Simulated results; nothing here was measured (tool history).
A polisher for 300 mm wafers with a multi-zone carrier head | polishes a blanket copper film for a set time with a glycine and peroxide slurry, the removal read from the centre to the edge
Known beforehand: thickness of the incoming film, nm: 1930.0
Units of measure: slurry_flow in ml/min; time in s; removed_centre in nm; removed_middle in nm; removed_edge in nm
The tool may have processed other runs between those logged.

run	hour	slurry_flow	centre_zone	middle_zone	edge_zone	time	removed_centre	removed_middle	removed_edge
1	0.0	255	1.00	1.00	1.00	86	460.32	468.97	448.05
2	6.4	255	1.00	1.00	1.00	95	507.02	511.99	509.31
3	12.8	255	1.00	1.00	1.00	78	417.92	422.03	415.61
4	15.4	260	1.02	1.01	1.02	81	447.40	443.16	436.27
5	19.5	260	1.02	1.06	1.02	81	442.70	469.77	429.02
6	24.5	265	1.04	1.06	1.04	83	460.83	474.83	449.38
7	28.0	270	1.06	1.07	1.06	85	485.55	487.91	462.45
8	36.3	275	1.07	1.07	1.08	87	501.93	505.86	481.89

Run 9 comes next. What will it give?
9	40.2	280	1.09	1.07	1.10	88	?	?	?

removed_centre: 520.09 nm
removed_middle: 502.25 nm
removed_edge: 479.95 nm

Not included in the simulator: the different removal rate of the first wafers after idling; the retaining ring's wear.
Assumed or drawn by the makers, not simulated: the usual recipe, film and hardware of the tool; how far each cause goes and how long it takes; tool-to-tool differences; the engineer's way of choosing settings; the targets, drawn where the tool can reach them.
